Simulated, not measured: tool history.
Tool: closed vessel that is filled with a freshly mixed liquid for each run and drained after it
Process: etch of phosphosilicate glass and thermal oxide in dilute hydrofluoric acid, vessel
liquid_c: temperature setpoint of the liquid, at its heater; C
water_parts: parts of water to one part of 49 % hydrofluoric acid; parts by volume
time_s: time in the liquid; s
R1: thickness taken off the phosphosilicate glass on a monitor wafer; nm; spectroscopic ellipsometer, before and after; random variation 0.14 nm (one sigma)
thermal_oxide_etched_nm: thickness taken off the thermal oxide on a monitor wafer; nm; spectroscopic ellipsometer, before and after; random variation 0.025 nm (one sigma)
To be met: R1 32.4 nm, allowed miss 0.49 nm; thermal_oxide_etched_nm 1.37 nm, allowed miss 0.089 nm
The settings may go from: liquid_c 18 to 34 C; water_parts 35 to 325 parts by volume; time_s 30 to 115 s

Run 1, hour 0: liquid_c 26 C, water_parts 180 parts by volume, time_s 60 s. Result: R1 37.523 nm, thermal_oxide_etched_nm 1.5529 nm.
Run 2, hour 8.4: liquid_c 25 C, water_parts 180 parts by volume, time_s 60 s. Result: R1 35.936 nm, thermal_oxide_etched_nm 1.5196 nm.
Run 3, hour 9.6: liquid_c 24.5 C, water_parts 180 parts by volume, time_s 60 s. Result: R1 35.353 nm, thermal_oxide_etched_nm 1.4862 nm.
Run 4, hour 15.3: liquid_c 24 C, water_parts 180 parts by volume, time_s 60 s. Result: R1 34.512 nm, thermal_oxide_etched_nm 1.4729 nm.
Run 5, hour 21.4: liquid_c 25.5 C, water_parts 180 parts by volume, time_s 60 s. Result: R1 36.247 nm, thermal_oxide_etched_nm 1.5366 nm.
Run 6, hour 22.7: liquid_c 24.5 C, water_parts 180 parts by volume, time_s 60 s. Result: R1 35.298 nm, thermal_oxide_etched_nm 1.4522 nm.
Run 7, hour 28.6: liquid_c 24 C, water_parts 180 parts by volume, time_s 60 s. Result: R1 34.438 nm, thermal_oxide_etched_nm 1.4291 nm.
Run 8, hour 29.7: liquid_c 23.5 C, water_parts 180 parts by volume, time_s 60 s. Result: R1 33.954 nm, thermal_oxide_etched_nm 1.3968 nm.
Run 9, hour 32.9: liquid_c 23 C, water_parts 180 parts by volume, time_s 60 s. Result: R1 33.17 nm, thermal_oxide_etched_nm 1.3834 nm.

4 next moves are on the table. One of them brings every result within its allowed miss. Which?
Run A, hour 36.1: liquid_c 28.5 C, water_parts 155 parts by volume, time_s 40 s. Result: R1 ?, thermal_oxide_etched_nm ?.
Run B, hour 36.1: liquid_c 32 C, water_parts 225 parts by volume, time_s 60 s. Result: R1 ?, thermal_oxide_etched_nm ?.
Run C, hour 36.1: liquid_c 30 C, water_parts 125 parts by volume, time_s 30 s. Result: R1 ?, thermal_oxide_etched_nm ?.
Run D, hour 36.1: liquid_c 21 C, water_parts 210 parts by volume, time_s 80 s. Result: R1 ?, thermal_oxide_etched_nm ?.

move      R1  thermal_oxide_etched_nm
   A    32.6                     1.37
   B  35.026                    1.472
   C   33.29                   1.3991
   D   34.17                    1.436
A: meets every target
B: further off than the last run
C: further off than the last run
D: further off than the last run
Answer: A

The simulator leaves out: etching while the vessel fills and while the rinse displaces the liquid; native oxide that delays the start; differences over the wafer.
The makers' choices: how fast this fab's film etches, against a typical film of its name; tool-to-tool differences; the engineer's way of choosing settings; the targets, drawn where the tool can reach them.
